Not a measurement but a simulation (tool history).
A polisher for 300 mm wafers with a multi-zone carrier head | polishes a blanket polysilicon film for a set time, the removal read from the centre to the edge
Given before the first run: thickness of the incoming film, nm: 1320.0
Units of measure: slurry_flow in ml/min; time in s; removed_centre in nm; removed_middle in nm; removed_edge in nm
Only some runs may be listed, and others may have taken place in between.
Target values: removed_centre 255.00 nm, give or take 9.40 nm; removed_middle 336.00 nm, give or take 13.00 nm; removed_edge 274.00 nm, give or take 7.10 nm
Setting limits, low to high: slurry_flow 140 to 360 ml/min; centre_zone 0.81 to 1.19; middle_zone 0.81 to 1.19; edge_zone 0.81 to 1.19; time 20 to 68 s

{"run": 1, "hour": 0.0, "slurry_flow": 230, "centre_zone": 1.0, "middle_zone": 1.0, "edge_zone": 1.0, "time": 44, "removed_centre": 235.51, "removed_middle": 255.46, "removed_edge": 255.21}
{"run": 2, "hour": 5.5, "slurry_flow": 230, "centre_zone": 1.0, "middle_zone": 1.0, "edge_zone": 0.96, "time": 44, "removed_centre": 234.88, "removed_middle": 258.03, "removed_edge": 253.17}
{"run": 3, "hour": 8.4, "slurry_flow": 200, "centre_zone": 1.0, "middle_zone": 1.0, "edge_zone": 0.96, "time": 44, "removed_centre": 234.12, "removed_middle": 255.21, "removed_edge": 248.54}
{"run": 4, "hour": 10.1, "slurry_flow": 210, "centre_zone": 1.0, "middle_zone": 1.04, "edge_zone": 0.96, "time": 45, "removed_centre": 236.68, "removed_middle": 267.21, "removed_edge": 250.86}
{"run": 5, "hour": 19.0, "slurry_flow": 220, "centre_zone": 1.0, "middle_zone": 1.07, "edge_zone": 0.96, "time": 46, "removed_centre": 250.1, "removed_middle": 283.07, "removed_edge": 260.4}
{"run": 6, "hour": 26.3, "slurry_flow": 230, "centre_zone": 0.98, "middle_zone": 1.1, "edge_zone": 0.95, "time": 46, "removed_centre": 240.88, "removed_middle": 286.57, "removed_edge": 260.1}
{"run": 7, "hour": 31.8, "slurry_flow": 235, "centre_zone": 0.97, "middle_zone": 1.12, "edge_zone": 0.93, "time": 47, "removed_centre": 245.36, "removed_middle": 299.39, "removed_edge": 264.36}
{"run": 8, "hour": 37.1, "slurry_flow": 235, "centre_zone": 0.97, "middle_zone": 1.12, "edge_zone": 0.93, "time": 47, "removed_centre": 247.71, "removed_middle": 300.85, "removed_edge": 264.66}

Which of these 5 next moves meets every target?
{"run": "A", "hour": 42.4, "slurry_flow": 245, "centre_zone": 0.91, "middle_zone": 1.09, "edge_zone": 0.97, "time": 50, "removed_centre": "?", "removed_middle": "?", "removed_edge": "?"}
{"run": "B", "hour": 42.4, "slurry_flow": 215, "centre_zone": 1.11, "middle_zone": 1.19, "edge_zone": 0.88, "time": 47, "removed_centre": "?", "removed_middle": "?", "removed_edge": "?"}
{"run": "C", "hour": 42.4, "slurry_flow": 320, "centre_zone": 0.89, "middle_zone": 1.12, "edge_zone": 0.81, "time": 51, "removed_centre": "?", "removed_middle": "?", "removed_edge": "?"}
{"run": "D", "hour": 42.4, "slurry_flow": 200, "centre_zone": 1.06, "middle_zone": 1.07, "edge_zone": 0.96, "time": 49, "removed_centre": "?", "removed_middle": "?", "removed_edge": "?"}
{"run": "E", "hour": 42.4, "slurry_flow": 255, "centre_zone": 1.02, "middle_zone": 1.04, "edge_zone": 0.98, "time": 51, "removed_centre": "?", "removed_middle": "?", "removed_edge": "?"}

move=A removed_centre=247.63 removed_middle=318.97 removed_edge=290.78
move=B removed_centre=281.27 removed_middle=319.33 removed_edge=260.05
move=C removed_centre=253.07 removed_middle=340.46 removed_edge=280.48
move=D removed_centre=277.52 removed_middle=301.86 removed_edge=279.93
move=E removed_centre=284.61 removed_middle=313.49 removed_edge=298.85
A: better than the last run, though not everything is in spec
B: neither nearer nor further off than the last run
C: hits every target within its allowed miss
D: neither nearer nor further off than the last run
E: the biggest miss grows against the last run
Answer: C
